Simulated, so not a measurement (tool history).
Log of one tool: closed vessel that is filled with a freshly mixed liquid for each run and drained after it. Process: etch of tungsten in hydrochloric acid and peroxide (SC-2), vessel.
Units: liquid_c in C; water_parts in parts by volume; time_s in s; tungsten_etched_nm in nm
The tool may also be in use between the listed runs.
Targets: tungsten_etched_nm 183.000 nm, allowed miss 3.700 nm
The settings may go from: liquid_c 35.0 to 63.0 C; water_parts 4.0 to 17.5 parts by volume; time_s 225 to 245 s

run 1 hour=0.0 | liquid_c=47.0 water_parts=9.5 time_s=225 | tungsten_etched_nm=71.000
run 2 hour=4.7 | liquid_c=47.0 water_parts=12.5 time_s=225 | tungsten_etched_nm=56.107
run 3 hour=8.3 | liquid_c=49.0 water_parts=12.5 time_s=225 | tungsten_etched_nm=64.356
run 4 hour=10.1 | liquid_c=49.0 water_parts=12.5 time_s=225 | tungsten_etched_nm=64.354
run 5 hour=15.0 | liquid_c=50.5 water_parts=12.5 time_s=225 | tungsten_etched_nm=71.108
run 6 hour=21.1 | liquid_c=44.0 water_parts=12.5 time_s=225 | tungsten_etched_nm=45.097
run 7 hour=23.2 | liquid_c=46.5 water_parts=12.5 time_s=225 | tungsten_etched_nm=54.552
run 8 hour=25.2 | liquid_c=48.5 water_parts=12.5 time_s=225 | tungsten_etched_nm=61.923
run 9 hour=29.8 | liquid_c=56.5 water_parts=10.5 time_s=225 | tungsten_etched_nm=121.060
run 10 hour=32.1 | liquid_c=57.5 water_parts=10.5 time_s=225 | tungsten_etched_nm=129.710
run 11 hour=33.5 | liquid_c=58.0 water_parts=10.5 time_s=225 | tungsten_etched_nm=133.800
run 12 hour=40.1 | liquid_c=58.5 water_parts=10.5 time_s=225 | tungsten_etched_nm=138.470
run 13 hour=44.9 | liquid_c=59.0 water_parts=10.5 time_s=225 | tungsten_etched_nm=143.000
run 14 hour=50.7 | liquid_c=59.5 water_parts=10.5 time_s=225 | tungsten_etched_nm=147.310
run 15 hour=56.9 | liquid_c=60.0 water_parts=10.5 time_s=225 | tungsten_etched_nm=151.700
run 16 hour=64.7 | liquid_c=60.5 water_parts=10.5 time_s=225 | tungsten_etched_nm=155.460

5 next moves are on the table. One of them brings every result within its allowed miss. Which?
run A hour=72.5 | liquid_c=61.0 water_parts=9.0 time_s=235 | tungsten_etched_nm=?
run B hour=72.5 | liquid_c=60.5 water_parts=9.0 time_s=240 | tungsten_etched_nm=?
run C hour=72.5 | liquid_c=63.0 water_parts=10.5 time_s=225 | tungsten_etched_nm=?
run D hour=72.5 | liquid_c=62.0 water_parts=9.0 time_s=225 | tungsten_etched_nm=?
run E hour=72.5 | liquid_c=58.5 water_parts=7.5 time_s=235 | tungsten_etched_nm=?

move=A tungsten_etched_nm=193.680
move=B tungsten_etched_nm=191.720
move=C tungsten_etched_nm=184.730
move=D tungsten_etched_nm=197.330
move=E tungsten_etched_nm=191.660
A: takes the result that was furthest off past its target
B: takes the result that was furthest off past its target
C: meets every target
D: takes the result that was furthest off past its target
E: takes the result that was furthest off past its target
Move C is the one to make.

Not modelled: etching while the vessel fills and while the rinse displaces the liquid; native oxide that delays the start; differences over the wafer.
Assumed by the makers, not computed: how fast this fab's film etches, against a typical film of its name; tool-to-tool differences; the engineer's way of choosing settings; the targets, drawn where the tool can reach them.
